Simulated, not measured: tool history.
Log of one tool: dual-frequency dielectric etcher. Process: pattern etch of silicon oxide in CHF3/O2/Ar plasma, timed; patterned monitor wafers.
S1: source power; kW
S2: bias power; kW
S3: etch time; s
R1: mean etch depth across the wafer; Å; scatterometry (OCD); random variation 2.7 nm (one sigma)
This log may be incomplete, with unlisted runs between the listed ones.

run 1 day=0 | S1=0.75 S2=0.212 S3=715 | R1=16090
run 2 day=0.283 | S1=0.75 S2=0.212 S3=748 | R1=16880
run 3 day=0.554 | S1=0.75 S2=0.212 S3=715 | R1=16130
run 4 day=0.812 | S1=0.67 S2=0.194 S3=715 | R1=14701
run 5 day=0.896 | S1=0.58 S2=0.194 S3=715 | R1=13785
run 6 day=1.212 | S1=0.55 S2=0.191 S3=715 | R1=13330

For run 7, what comes out?
run 7 day=1.467 | S1=0.53 S2=0.19 S3=715 | R1=?

{"run 7": {"R1": 13155}}

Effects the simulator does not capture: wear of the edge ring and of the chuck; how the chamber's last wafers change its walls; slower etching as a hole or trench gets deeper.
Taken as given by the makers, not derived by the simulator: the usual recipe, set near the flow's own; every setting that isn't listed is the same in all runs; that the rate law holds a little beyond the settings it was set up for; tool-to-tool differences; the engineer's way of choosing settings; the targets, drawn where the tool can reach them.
